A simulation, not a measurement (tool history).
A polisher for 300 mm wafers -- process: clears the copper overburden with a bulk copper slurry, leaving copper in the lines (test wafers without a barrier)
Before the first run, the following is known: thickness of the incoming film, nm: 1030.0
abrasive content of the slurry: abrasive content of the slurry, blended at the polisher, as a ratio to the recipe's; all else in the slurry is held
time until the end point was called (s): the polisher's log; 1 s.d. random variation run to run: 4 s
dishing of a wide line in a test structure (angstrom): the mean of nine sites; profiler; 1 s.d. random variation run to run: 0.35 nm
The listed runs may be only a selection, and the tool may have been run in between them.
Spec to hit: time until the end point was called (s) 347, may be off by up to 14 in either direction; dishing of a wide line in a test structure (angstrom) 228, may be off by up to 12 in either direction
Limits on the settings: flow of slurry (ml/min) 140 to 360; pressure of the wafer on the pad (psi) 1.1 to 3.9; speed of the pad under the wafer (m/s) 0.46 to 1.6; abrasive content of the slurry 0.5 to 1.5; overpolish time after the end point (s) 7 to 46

| run | day | flow of slurry (ml/min) | pressure of the wafer on the pad (psi) | speed of the pad under the wafer (m/s) | abrasive content of the slurry | overpolish time after the end point (s) | time until the end point was called (s) | dishing of a wide line in a test structure (angstrom) |
|---|---|---|---|---|---|---|---|---|
| 1 | 0 | 230 | 2.5 | 1.02 | 1 | 24 | 124.8 | 809.02 |
| 2 | 0.029 | 230 | 2.1 | 0.86 | 1 | 19 | 169.11 | 606.88 |
| 3 | 0.121 | 225 | 1.8 | 0.74 | 1 | 16 | 228.77 | 446.07 |
| 4 | 0.325 | 200 | 1.6 | 0.7 | 1.15 | 13 | 263.52 | 327.14 |
| 5 | 0.525 | 200 | 1.6 | 0.7 | 1 | 13 | 269.41 | 334.54 |
| 6 | 0.721 | 200 | 1.6 | 0.86 | 1 | 13 | 223.52 | 374.79 |
| 7 | 1.004 | 265 | 1.1 | 0.58 | 1.25 | 7 | 431.49 | 127.61 |
| 8 | 1.275 | 200 | 1.5 | 0.58 | 1 | 9 | 354.68 | 196.3 |
| 9 | 1.462 | 190 | 1.5 | 0.58 | 1 | 9 | 351.5 | 189.45 |

Below are 5 possible settings for the next run. Only one of them brings all results inside the allowed miss of their targets. Which is it?
| A | 1.65 | 220 | 1.5 | 0.6 | 0.8 | 12 | ? | ? |
| B | 1.65 | 140 | 1.5 | 0.6 | 0.95 | 7 | ? | ? |
| C | 1.65 | 180 | 1.4 | 0.7 | 1.1 | 12 | ? | ? |
| D | 1.65 | 145 | 1.6 | 0.66 | 1 | 11 | ? | ? |
| E | 1.65 | 185 | 1.5 | 0.62 | 0.75 | 11 | ? | ? |

| move | time until the end point was called (s) | dishing of a wide line in a test structure (angstrom) |
|---|---|---|
| A | 345.52 | 251.92 |
| B | 361.61 | 150.76 |
| C | 307.45 | 276.26 |
| D | 304.83 | 261.22 |
| E | 348.18 | 232.47 |
A: takes the biggest miss from the last run beyond its target
B: further off than the last run
C: takes the biggest miss from the last run beyond its target
D: takes the biggest miss from the last run beyond its target
E: all results in spec
E is the move that brings every result within its allowed miss.
